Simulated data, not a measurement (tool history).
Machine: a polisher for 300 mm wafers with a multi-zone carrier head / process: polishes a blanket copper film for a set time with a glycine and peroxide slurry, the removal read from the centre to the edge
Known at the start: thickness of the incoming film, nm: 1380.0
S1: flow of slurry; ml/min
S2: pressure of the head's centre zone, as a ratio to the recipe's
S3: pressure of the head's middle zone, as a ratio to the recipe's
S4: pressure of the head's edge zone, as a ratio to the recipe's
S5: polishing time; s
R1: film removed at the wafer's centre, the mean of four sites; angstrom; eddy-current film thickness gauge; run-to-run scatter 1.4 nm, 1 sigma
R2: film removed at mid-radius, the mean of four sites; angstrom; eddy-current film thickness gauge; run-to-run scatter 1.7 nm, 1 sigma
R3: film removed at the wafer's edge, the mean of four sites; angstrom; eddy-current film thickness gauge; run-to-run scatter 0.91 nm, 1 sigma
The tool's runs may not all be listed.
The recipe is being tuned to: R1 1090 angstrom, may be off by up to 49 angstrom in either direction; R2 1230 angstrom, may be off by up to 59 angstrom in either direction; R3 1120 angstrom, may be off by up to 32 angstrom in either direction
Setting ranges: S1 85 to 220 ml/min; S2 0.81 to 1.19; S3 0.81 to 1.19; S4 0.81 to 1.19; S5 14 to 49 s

run  hour   S1    S2    S3    S4  S5      R1      R2      R3
  1     0  140     1     1     1  31  2485.4    2505  2505.3
  2   8.3  125  0.96  0.98  0.95  27  2047.8  2047.8  2109.5
  3  10.6  125  0.96  0.98  0.95  19  1459.5  1465.5  1473.8
  4  13.9  125  0.96  0.94  0.95  19  1450.8  1432.5  1491.3
  5  16.2  125  0.89  0.94  0.95  19  1350.2  1439.6  1473.2
  6  22.5  125  0.83  0.94  0.95  19  1265.5  1443.2  1470.2
  7  31.4   85   0.9  1.01  0.85  14  891.43  995.36  972.09
  8  39.8  100   0.9  1.02  0.85  14  934.98    1052  1006.1
  9  47.1  140  0.92  1.05  0.87  14  1043.3  1179.9  1064.8
 10  50.8  145  0.92  1.04  0.87  14  1047.3  1170.5  1067.3
 11  58.2  150  0.92  1.04  0.88  14  1062.5  1204.5  1064.5
 12    62  155  0.91  1.01  0.95  15    1138  1268.7  1207.1
 13  70.1  150  0.91  1.02  0.94  15  1129.5  1218.3  1210.8
 14  75.9  150  0.91  1.03  0.92  15    1116    1256  1186.4
 15  78.4  145  0.91  1.04  0.91  15  1113.9  1285.2  1162.7
 16  84.2  140  0.91  1.04   0.9  15  1113.8  1296.8  1169.5
 17  90.9  140  0.91  1.04  0.89  15  1133.1  1269.5  1157.1

Below are 5 possible settings for the next run. Only one of them brings all results inside the allowed miss of their targets. Which is it?
  A  97.6  105  0.81  1.04  0.89  16   ?   ?   ?
  B  97.6  145  0.93  0.99  0.84  16   ?   ?   ?
  C  97.6  105  0.88  1.12  0.96  16   ?   ?   ?
  D  97.6  125  0.98  1.01   0.9  16   ?   ?   ?
  E  97.6  160  0.87  0.99  0.81  15   ?   ?   ?

move      R1      R2      R3
   A  978.05  1260.7  1183.7
   B  1219.3  1297.7  1216.1
   C    1064  1342.4  1220.8
   D  1242.1  1280.1    1224
   E  1090.7  1239.1  1138.5
A: moves away from the targets compared with the last run
B: moves away from the targets compared with the last run
C: moves away from the targets compared with the last run
D: moves away from the targets compared with the last run
E: every result lands within tolerance
Move E is the one to make.
